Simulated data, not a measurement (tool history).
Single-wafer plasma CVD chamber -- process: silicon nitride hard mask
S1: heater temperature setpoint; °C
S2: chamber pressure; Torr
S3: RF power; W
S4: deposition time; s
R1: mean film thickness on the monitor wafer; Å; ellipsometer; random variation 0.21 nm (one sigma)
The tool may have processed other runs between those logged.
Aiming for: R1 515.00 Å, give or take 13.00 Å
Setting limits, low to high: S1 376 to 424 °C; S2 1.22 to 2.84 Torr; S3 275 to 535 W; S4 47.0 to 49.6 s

run	hour	S1	S2	S3	S4	R1
1	0.0	400	2.03	405	49.6	658.70
2	5.9	400	1.93	380	49.1	607.57
3	6.6	400	1.81	370	49.0	578.67
4	10.1	400	1.81	370	49.6	587.46
5	16.7	407	1.81	370	49.6	587.44
6	21.8	407	1.71	365	49.5	566.75
7	29.1	407	1.30	345	49.3	477.47
8	30.7	407	1.35	345	49.3	487.11
9	38.9	407	1.39	345	49.3	492.41
10	45.8	407	1.39	345	49.3	491.46
11	47.8	407	1.42	345	49.3	498.52
12	53.2	407	1.44	345	49.3	499.81

Below are 4 possible settings for the next run. Only one of them brings all results inside the allowed miss of their targets. Which is it?
A	58.6	400	1.73	350	47.0	?
B	58.6	411	1.82	340	49.6	?
C	58.6	404	1.65	360	49.6	?
D	58.6	412	2.13	325	49.6	?

move	R1
A	521.41
B	541.94
C	553.37
D	546.09
A: hits every target within its allowed miss
B: takes the biggest miss from the last run beyond its target
C: takes the biggest miss from the last run beyond its target
D: takes the biggest miss from the last run beyond its target
Go with A: it meets all targets.

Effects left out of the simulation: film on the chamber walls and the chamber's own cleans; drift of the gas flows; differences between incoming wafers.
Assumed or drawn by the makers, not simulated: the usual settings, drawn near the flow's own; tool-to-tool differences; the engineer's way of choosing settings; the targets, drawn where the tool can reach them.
